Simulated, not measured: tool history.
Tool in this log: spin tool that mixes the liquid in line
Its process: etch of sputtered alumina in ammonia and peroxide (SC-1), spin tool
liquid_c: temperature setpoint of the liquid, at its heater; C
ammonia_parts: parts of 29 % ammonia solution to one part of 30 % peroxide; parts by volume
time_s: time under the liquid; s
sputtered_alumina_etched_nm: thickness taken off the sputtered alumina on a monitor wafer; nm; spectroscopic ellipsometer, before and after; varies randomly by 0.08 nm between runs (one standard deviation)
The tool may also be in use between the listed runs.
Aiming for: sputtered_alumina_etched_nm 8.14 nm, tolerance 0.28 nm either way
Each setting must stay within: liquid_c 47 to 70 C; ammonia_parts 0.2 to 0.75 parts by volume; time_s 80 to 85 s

run	hour	liquid_c	ammonia_parts	time_s	sputtered_alumina_etched_nm
1	0	63	0.45	80	13.374
2	6.8	60.5	0.45	80	11.544
3	8.4	55.5	0.45	80	9.0957
4	10.6	61.5	0.45	80	12.376
5	11.5	61.5	0.45	80	12.259
6	17.6	59.5	0.45	80	10.932
7	24.9	58	0.45	80	10.312
8	32.9	57	0.45	80	9.6144
9	37	56.5	0.45	80	9.3377

Exactly one of the 5 candidate moves below puts every result within its allowed miss. Which one?
A	41.1	51.5	0.45	85	?
B	41.1	57	0.25	85	?
C	41.1	52.5	0.35	80	?
D	41.1	56	0.35	85	?
E	41.1	54.5	0.3	80	?

move	sputtered_alumina_etched_nm
A	7.7769
B	9.8672
C	7.5452
D	9.6654
E	8.2787
A: pushes the last run's worst result past its target
B: lands further from the targets than the last run did
C: pushes the last run's worst result past its target
D: lands further from the targets than the last run did
E: hits every target within its allowed miss
The right move is E.
